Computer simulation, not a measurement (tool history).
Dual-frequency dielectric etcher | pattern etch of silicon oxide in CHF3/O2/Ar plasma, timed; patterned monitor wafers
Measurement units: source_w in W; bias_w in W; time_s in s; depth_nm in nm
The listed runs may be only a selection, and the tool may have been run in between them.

run  hour  source_w  bias_w  time_s  depth_nm
  1   0.0       630     159   240.0    466.87
  2   1.6       600     158   240.0    461.53
  3   5.9       600     158   240.0    460.45
  4   9.1       600     179   240.0    482.05
  5  10.4       570     175   239.5    466.32
  6  18.0       500     175   239.5    450.17
  7  20.3       480     173   239.0    439.73

Run 8 has not been measured yet. What should we expect?
  8  28.4       460     172   239.0         ?

Run 8 produced depth_nm 433.57 nm.

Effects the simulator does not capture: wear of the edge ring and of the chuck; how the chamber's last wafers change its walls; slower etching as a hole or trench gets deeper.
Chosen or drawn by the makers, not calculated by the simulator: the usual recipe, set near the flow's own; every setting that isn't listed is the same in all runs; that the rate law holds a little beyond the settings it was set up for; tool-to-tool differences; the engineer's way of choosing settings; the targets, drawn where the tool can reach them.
